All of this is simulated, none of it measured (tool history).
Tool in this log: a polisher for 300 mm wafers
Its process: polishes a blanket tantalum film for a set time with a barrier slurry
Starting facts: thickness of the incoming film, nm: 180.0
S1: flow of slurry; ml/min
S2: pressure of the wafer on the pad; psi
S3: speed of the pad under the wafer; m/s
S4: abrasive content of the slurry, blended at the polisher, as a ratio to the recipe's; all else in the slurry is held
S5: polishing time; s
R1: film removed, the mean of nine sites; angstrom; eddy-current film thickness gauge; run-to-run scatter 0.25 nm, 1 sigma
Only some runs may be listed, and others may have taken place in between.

Run 1, hour 0.0: S1 290 ml/min, S2 1.5 psi, S3 1.00 m/s, S4 1.0, S5 30 s. Result: R1 379.67 angstrom.
Run 2, hour 5.3: S1 290 ml/min, S2 1.4 psi, S3 1.00 m/s, S4 1.0, S5 30 s. Result: R1 352.56 angstrom.
Run 3, hour 12.7: S1 290 ml/min, S2 1.3 psi, S3 1.00 m/s, S4 1.0, S5 30 s. Result: R1 329.47 angstrom.
Run 4, hour 19.9: S1 290 ml/min, S2 1.3 psi, S3 1.00 m/s, S4 1.2, S5 30 s. Result: R1 349.51 angstrom.
Run 5, hour 22.9: S1 315 ml/min, S2 1.3 psi, S3 1.00 m/s, S4 1.2, S5 30 s. Result: R1 349.27 angstrom.
Run 6, hour 29.0: S1 315 ml/min, S2 1.3 psi, S3 1.00 m/s, S4 1.2, S5 27 s. Result: R1 315.61 angstrom.

Run 7 is up next; what results do you expect?
Run 7, hour 35.7: S1 315 ml/min, S2 1.3 psi, S3 1.00 m/s, S4 1.2, S5 27 s. Result: R1 ?.

Run 7 gave R1 318.14 angstrom.
